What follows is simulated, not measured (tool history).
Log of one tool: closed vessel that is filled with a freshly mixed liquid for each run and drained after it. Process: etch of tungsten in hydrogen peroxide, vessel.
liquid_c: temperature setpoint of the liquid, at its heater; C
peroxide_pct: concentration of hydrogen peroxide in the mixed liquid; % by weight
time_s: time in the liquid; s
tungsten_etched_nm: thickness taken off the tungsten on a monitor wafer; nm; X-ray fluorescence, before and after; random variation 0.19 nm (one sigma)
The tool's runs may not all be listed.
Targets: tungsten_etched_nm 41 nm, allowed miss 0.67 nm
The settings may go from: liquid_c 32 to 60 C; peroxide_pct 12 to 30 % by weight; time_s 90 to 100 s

run,hour,liquid_c,peroxide_pct,time_s,tungsten_etched_nm
1,0,44,22,90,53.024
2,4,43,22,90,49.535
3,5.3,42.5,22,90,48.225
4,6.4,42.5,17.5,90,42.79
5,10.9,42.5,17.5,100,47.963
6,16.3,42.5,20.5,100,51.614
7,19,41.5,20.5,100,48.251
8,25.6,41,20.5,100,46.963
9,34.6,40.5,20.5,100,45.479
10,36,40,20.5,100,43.934
11,43.9,39.5,20.5,100,42.63

4 next moves are on the table. One of them brings every result within its allowed miss. Which?
A,51.8,40.5,18,100,?
B,51.8,40.5,22.5,90,?
C,51.8,39,21,95,?
D,51.8,39,25.5,90,?

move,tungsten_etched_nm
A,42.82
B,43.087
C,39.845
D,41.596
A: further off than the last run
B: further off than the last run
C: takes the result that was furthest off past its target
D: meets every target
The right move is D.
